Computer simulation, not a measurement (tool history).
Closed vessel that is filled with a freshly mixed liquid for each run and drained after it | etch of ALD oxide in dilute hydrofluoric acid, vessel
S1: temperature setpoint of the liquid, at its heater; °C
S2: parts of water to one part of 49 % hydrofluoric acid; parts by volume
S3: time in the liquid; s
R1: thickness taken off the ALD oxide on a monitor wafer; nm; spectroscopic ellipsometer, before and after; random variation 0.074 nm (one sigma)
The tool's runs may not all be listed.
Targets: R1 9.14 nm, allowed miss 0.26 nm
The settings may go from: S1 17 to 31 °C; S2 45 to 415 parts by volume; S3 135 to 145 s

Run 1, hour 0: S1 23 °C, S2 230 parts by volume, S3 135 s. Result: R1 6.0569 nm.
Run 2, hour 8.8: S1 23 °C, S2 155 parts by volume, S3 135 s. Result: R1 9.9475 nm.
Run 3, hour 16: S1 22.5 °C, S2 155 parts by volume, S3 135 s. Result: R1 9.7659 nm.
Run 4, hour 22.3: S1 22.5 °C, S2 155 parts by volume, S3 145 s. Result: R1 10.563 nm.
Run 5, hour 26.9: S1 22 °C, S2 155 parts by volume, S3 145 s. Result: R1 10.377 nm.
Run 6, hour 32.8: S1 25.5 °C, S2 155 parts by volume, S3 145 s. Result: R1 11.862 nm.
Run 7, hour 40.2: S1 24.5 °C, S2 155 parts by volume, S3 145 s. Result: R1 11.276 nm.
Run 8, hour 43.8: S1 23.5 °C, S2 155 parts by volume, S3 145 s. Result: R1 10.981 nm.
At hour 50.3: hydrofluoric acid flow meter replaced.
Run 9, hour 50.3: S1 22.5 °C, S2 155 parts by volume, S3 145 s. Result: R1 12.062 nm.
Run 10, hour 53.1: S1 23 °C, S2 160 parts by volume, S3 145 s. Result: R1 11.703 nm.
Run 11, hour 60.1: S1 23 °C, S2 165 parts by volume, S3 145 s. Result: R1 11.105 nm.
Run 12, hour 64.9: S1 22.5 °C, S2 170 parts by volume, S3 145 s. Result: R1 10.711 nm.
Run 13, hour 68.2: S1 22.5 °C, S2 175 parts by volume, S3 145 s. Result: R1 10.266 nm.
Run 14, hour 73.1: S1 22.5 °C, S2 180 parts by volume, S3 145 s. Result: R1 9.9537 nm.

5 next moves are on the table. One of them brings every result within its allowed miss. Which?
Run A, hour 78: S1 19.5 °C, S2 160 parts by volume, S3 140 s. Result: R1 ?.
Run B, hour 78: S1 23.5 °C, S2 190 parts by volume, S3 145 s. Result: R1 ?.
Run C, hour 78: S1 25 °C, S2 195 parts by volume, S3 135 s. Result: R1 ?.
Run D, hour 78: S1 23.5 °C, S2 195 parts by volume, S3 135 s. Result: R1 ?.
Run E, hour 78: S1 21.5 °C, S2 200 parts by volume, S3 145 s. Result: R1 ?.

move      R1
   A   9.769
   B  9.6352
   C  9.1898
   D  8.6939
   E  8.4004
A: nearer than the last run, and not there yet
B: nearer than the last run, and not there yet
C: meets every target
D: takes the result that was furthest off past its target
E: takes the result that was furthest off past its target
The right move is C.
